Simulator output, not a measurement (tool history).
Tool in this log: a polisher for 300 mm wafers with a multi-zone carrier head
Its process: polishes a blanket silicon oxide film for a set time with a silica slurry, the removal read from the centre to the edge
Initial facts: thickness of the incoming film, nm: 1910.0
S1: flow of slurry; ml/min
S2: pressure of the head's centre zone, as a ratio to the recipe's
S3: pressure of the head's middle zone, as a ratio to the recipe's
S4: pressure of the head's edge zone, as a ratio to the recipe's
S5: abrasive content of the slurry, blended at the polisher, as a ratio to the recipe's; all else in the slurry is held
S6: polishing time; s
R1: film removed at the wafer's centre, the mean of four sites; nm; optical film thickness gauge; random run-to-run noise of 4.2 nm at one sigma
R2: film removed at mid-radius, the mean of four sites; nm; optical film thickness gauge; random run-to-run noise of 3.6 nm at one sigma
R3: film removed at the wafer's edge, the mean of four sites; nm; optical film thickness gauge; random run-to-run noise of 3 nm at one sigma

{"run": 1, "day": 0.0, "S1": 305, "S2": 1.0, "S3": 1.0, "S4": 1.0, "S5": 1.0, "S6": 86, "R1": 252.42, "R2": 251.81, "R3": 253.56}
{"run": 2, "day": 0.333, "S1": 305, "S2": 1.0, "S3": 0.94, "S4": 1.0, "S5": 1.0, "S6": 86, "R1": 249.67, "R2": 246.11, "R3": 255.61}
{"run": 3, "day": 0.392, "S1": 305, "S2": 1.06, "S3": 0.94, "S4": 1.0, "S5": 1.0, "S6": 86, "R1": 268.61, "R2": 239.36, "R3": 249.54}
{"run": 4, "day": 0.642, "S1": 305, "S2": 1.06, "S3": 0.94, "S4": 1.0, "S5": 0.85, "S6": 86, "R1": 251.31, "R2": 221.18, "R3": 238.6}
{"run": 5, "day": 0.912, "S1": 305, "S2": 1.06, "S3": 0.96, "S4": 1.01, "S5": 0.9, "S6": 86, "R1": 257.15, "R2": 230.71, "R3": 241.69}
{"run": 6, "day": 1.208, "S1": 305, "S2": 1.06, "S3": 1.04, "S4": 1.01, "S5": 0.9, "S6": 86, "R1": 258.99, "R2": 251.58, "R3": 243.17}

Run 7 is up next; what results do you expect?
{"run": 7, "day": 1.492, "S1": 305, "S2": 1.07, "S3": 1.05, "S4": 1.02, "S5": 0.95, "S6": 86, "R1": "?", "R2": "?", "R3": "?"}

R1: 270.61 nm
R2: 257.13 nm
R3: 248.07 nm

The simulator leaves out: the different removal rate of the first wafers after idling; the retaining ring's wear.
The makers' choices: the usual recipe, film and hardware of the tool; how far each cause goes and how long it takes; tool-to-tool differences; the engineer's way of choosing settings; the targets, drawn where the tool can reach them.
